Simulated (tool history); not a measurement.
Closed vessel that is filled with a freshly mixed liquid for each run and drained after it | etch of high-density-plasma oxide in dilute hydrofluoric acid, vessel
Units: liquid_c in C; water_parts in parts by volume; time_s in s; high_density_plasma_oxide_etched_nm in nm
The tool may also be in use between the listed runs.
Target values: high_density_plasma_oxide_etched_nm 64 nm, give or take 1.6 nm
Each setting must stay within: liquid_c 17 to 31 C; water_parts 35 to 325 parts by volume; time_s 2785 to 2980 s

| run | hour | liquid_c | water_parts | time_s | high_density_plasma_oxide_etched_nm |
|---|---|---|---|---|---|
| 1 | 0 | 23 | 180 | 2785 | 70.508 |
| 2 | 9.1 | 22.5 | 180 | 2785 | 69.243 |
| 3 | 14.8 | 25 | 180 | 2785 | 75.383 |
| 4 | 24 | 25 | 180 | 2980 | 80.617 |
| 5 | 26.2 | 28 | 180 | 2980 | 90.895 |
| 6 | 35.2 | 26 | 180 | 2980 | 84.705 |
| 7 | 38.6 | 25 | 180 | 2980 | 81.306 |
| 8 | 43.2 | 21 | 185 | 2980 | 68.059 |

Next run, 5 choices. One meets every target within its allowed miss, the rest don't. Which?
| A | 47.8 | 21.5 | 190 | 2830 | ? |
| B | 47.8 | 22.5 | 195 | 2980 | ? |
| C | 47.8 | 21.5 | 180 | 2875 | ? |
| D | 47.8 | 20.5 | 180 | 2980 | ? |
| E | 47.8 | 22 | 180 | 2825 | ? |

| move | high_density_plasma_oxide_etched_nm |
|---|---|
| A | 62.9 |
| B | 66.686 |
| C | 68.15 |
| D | 67.96 |
| E | 68.262 |
A: all results in spec
B: nearer the targets than the last run, but a result is still out of spec
C: just as far off the targets as the last run
D: just as far off the targets as the last run
E: moves away from the targets compared with the last run
So the answer is move A, the one that meets all the targets.
